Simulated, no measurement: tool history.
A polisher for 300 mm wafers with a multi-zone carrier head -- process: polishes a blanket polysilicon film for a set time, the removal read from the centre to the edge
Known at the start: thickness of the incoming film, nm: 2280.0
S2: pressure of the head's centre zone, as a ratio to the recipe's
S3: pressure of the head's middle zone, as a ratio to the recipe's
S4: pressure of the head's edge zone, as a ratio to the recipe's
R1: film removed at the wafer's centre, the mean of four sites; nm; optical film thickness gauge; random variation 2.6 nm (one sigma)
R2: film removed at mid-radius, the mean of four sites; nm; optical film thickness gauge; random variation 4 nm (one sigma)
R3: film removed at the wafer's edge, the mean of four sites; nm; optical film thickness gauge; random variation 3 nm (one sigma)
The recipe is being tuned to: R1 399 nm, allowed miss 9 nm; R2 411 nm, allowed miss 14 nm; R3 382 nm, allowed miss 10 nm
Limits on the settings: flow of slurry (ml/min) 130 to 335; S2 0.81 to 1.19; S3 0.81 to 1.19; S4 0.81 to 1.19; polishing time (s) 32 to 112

Run 1, day 0: flow of slurry (ml/min) 215, S2 1, S3 1, S4 1, polishing time (s) 72. Result: R1 439.31 nm, R2 436.94 nm, R3 419.94 nm.
Run 2, day 0.246: flow of slurry (ml/min) 215, S2 1, S3 1, S4 1, polishing time (s) 54. Result: R1 331.43 nm, R2 329.16 nm, R3 317.65 nm.
Run 3, day 0.388: flow of slurry (ml/min) 225, S2 1.01, S3 1.02, S4 1.03, polishing time (s) 55. Result: R1 342.21 nm, R2 342.54 nm, R3 331.06 nm.
Run 4, day 0.75: flow of slurry (ml/min) 225, S2 1.07, S3 1.02, S4 1.03, polishing time (s) 55. Result: R1 362.39 nm, R2 343.16 nm, R3 330.25 nm.
Run 5, day 0.929: flow of slurry (ml/min) 225, S2 1.01, S3 1.02, S4 1.03, polishing time (s) 55. Result: R1 342.51 nm, R2 341.97 nm, R3 329.69 nm.
Run 6, day 0.967: flow of slurry (ml/min) 185, S2 1.01, S3 1.02, S4 1.03, polishing time (s) 55. Result: R1 333.44 nm, R2 330.53 nm, R3 320.42 nm.
Run 7, day 1.2: flow of slurry (ml/min) 200, S2 1.02, S3 1.04, S4 1.05, polishing time (s) 55. Result: R1 339.91 nm, R2 342.3 nm, R3 325.93 nm.
Run 8, day 1.517: flow of slurry (ml/min) 215, S2 1.03, S3 1.05, S4 1.07, polishing time (s) 55. Result: R1 345.97 nm, R2 342.6 nm, R3 331.74 nm.
Run 9, day 1.725: flow of slurry (ml/min) 230, S2 1.03, S3 1.07, S4 1.08, polishing time (s) 56. Result: R1 357.71 nm, R2 363.82 nm, R3 347.14 nm.
Run 10, day 1.833: flow of slurry (ml/min) 240, S2 1.04, S3 1.08, S4 1.08, polishing time (s) 56. Result: R1 361.71 nm, R2 366.22 nm, R3 345.01 nm.
Run 11, day 1.979: flow of slurry (ml/min) 250, S2 1.04, S3 1.09, S4 1.09, polishing time (s) 56. Result: R1 364.52 nm, R2 372.09 nm, R3 346.04 nm.
Run 12, day 2.275: flow of slurry (ml/min) 260, S2 1.04, S3 1.1, S4 1.1, polishing time (s) 56. Result: R1 363.7 nm, R2 374.94 nm, R3 353.09 nm.
Run 13, day 2.458: flow of slurry (ml/min) 265, S2 1.05, S3 1.11, S4 1.11, polishing time (s) 56. Result: R1 372.53 nm, R2 383.61 nm, R3 353.41 nm.
Run 14, day 2.617: flow of slurry (ml/min) 270, S2 1.05, S3 1.11, S4 1.12, polishing time (s) 56. Result: R1 373.15 nm, R2 381.92 nm, R3 353.87 nm.
Run 15, day 2.867: flow of slurry (ml/min) 275, S2 1.05, S3 1.11, S4 1.13, polishing time (s) 56. Result: R1 371.65 nm, R2 381.43 nm, R3 358.98 nm.
Run 16, day 3.154: flow of slurry (ml/min) 280, S2 1.05, S3 1.12, S4 1.14, polishing time (s) 56. Result: R1 373.32 nm, R2 384.75 nm, R3 361.81 nm.
Run 17, day 3.304: flow of slurry (ml/min) 285, S2 1.05, S3 1.13, S4 1.15, polishing time (s) 56. Result: R1 371.54 nm, R2 385.86 nm, R3 362.88 nm.
Run 18, day 3.538: flow of slurry (ml/min) 290, S2 1.06, S3 1.14, S4 1.16, polishing time (s) 56. Result: R1 379.77 nm, R2 393.87 nm, R3 362.41 nm.
Run 19, day 3.788: flow of slurry (ml/min) 295, S2 1.06, S3 1.14, S4 1.16, polishing time (s) 56. Result: R1 380.22 nm, R2 396.96 nm, R3 366.68 nm.
Run 20, day 3.829: flow of slurry (ml/min) 300, S2 1.06, S3 1.14, S4 1.16, polishing time (s) 56. Result: R1 379.97 nm, R2 389.6 nm, R3 363.73 nm.

Next run, 4 choices. One meets every target within its allowed miss, the rest don't. Which?
Run A, day 3.871: flow of slurry (ml/min) 255, S2 0.97, S3 1.16, S4 1.13, polishing time (s) 59. Result: R1 ?, R2 ?, R3 ?.
Run B, day 3.871: flow of slurry (ml/min) 315, S2 1.07, S3 1.14, S4 1.18, polishing time (s) 58. Result: R1 ?, R2 ?, R3 ?.
Run C, day 3.871: flow of slurry (ml/min) 280, S2 1.07, S3 1.18, S4 1.13, polishing time (s) 54. Result: R1 ?, R2 ?, R3 ?.
Run D, day 3.871: flow of slurry (ml/min) 300, S2 1.19, S3 1.14, S4 1.09, polishing time (s) 54. Result: R1 ?, R2 ?, R3 ?.

move      R1      R2      R3
   A  362.62  416.84  373.15
   B  402.02  413.34  381.86
   C   369.4   390.7  344.27
   D  412.78   382.8  340.08
A: lands further from the targets than the last run did
B: all results in spec
C: lands further from the targets than the last run did
D: takes the biggest miss from the last run beyond its target
The right move is B.
